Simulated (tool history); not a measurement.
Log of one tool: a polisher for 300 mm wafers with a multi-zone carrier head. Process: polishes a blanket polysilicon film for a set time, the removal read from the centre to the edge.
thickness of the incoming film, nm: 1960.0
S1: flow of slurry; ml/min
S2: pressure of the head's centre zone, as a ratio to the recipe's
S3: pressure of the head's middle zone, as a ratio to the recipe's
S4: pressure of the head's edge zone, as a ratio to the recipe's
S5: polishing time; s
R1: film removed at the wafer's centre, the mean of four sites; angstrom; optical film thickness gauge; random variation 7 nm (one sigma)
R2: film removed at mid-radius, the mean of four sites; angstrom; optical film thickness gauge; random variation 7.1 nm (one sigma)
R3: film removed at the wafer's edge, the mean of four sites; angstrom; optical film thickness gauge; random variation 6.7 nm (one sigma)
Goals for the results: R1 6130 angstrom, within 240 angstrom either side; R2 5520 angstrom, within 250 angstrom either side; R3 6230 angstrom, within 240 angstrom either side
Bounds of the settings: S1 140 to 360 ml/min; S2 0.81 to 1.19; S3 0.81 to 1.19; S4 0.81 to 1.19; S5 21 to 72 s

run,day,S1,S2,S3,S4,S5,R1,R2,R3
1,0,230,1,1,1,46,4016,4024.1,4177
2,0.242,230,1,1,1,39,3385.3,3395.2,3423.1
3,0.325,230,1.01,1,1.01,41,3622.3,3623.7,3686.2
4,0.488,230,1.01,1,1.09,41,3592.9,3607.4,3740.7
5,0.808,230,1.01,1,1.04,41,3667.1,3541.1,3685.5
6,0.946,230,1.01,1.07,1.04,41,3669.4,3793.4,3653.2
7,1.142,230,1.01,1.07,1.04,41,3607.6,3844.4,3692
8,1.396,230,1.02,1.06,1.05,43,3783.8,3983.8,3860.1
9,1.558,230,1.03,1.05,1.05,45,3996.2,4135.7,4046.4
10,1.783,235,1.04,1.03,1.05,47,4272.9,4339.7,4144.6
11,2.038,230,1.04,1.01,1.05,49,4517.7,4391.5,4406.8
12,2.162,225,1.04,1,1.05,51,4639.2,4483.6,4588.5

5 candidate next runs follow, results not yet known. Just one meets every target within its allowed miss. Identify it.
A,2.288,200,1.16,1.16,1.07,61,?,?,?
B,2.288,245,1.03,0.94,1.06,60,?,?,?
C,2.288,300,1.19,1.11,0.99,63,?,?,?
D,2.288,240,1.18,0.9,1.03,66,?,?,?
E,2.288,215,1.04,0.89,1.06,68,?,?,?

move,R1,R2,R3
A,5981,5853.1,5422.6
B,5332.6,5059.2,5404.2
C,6613.9,6083.6,5556.8
D,6710.1,5386.2,5856.4
E,6014,5451.2,6069.3
A: nearer than the last run, and not there yet
B: nearer than the last run, and not there yet
C: nearer than the last run, and not there yet
D: nearer than the last run, and not there yet
E: all results land within tolerance of their targets
Go with E: it meets all targets.
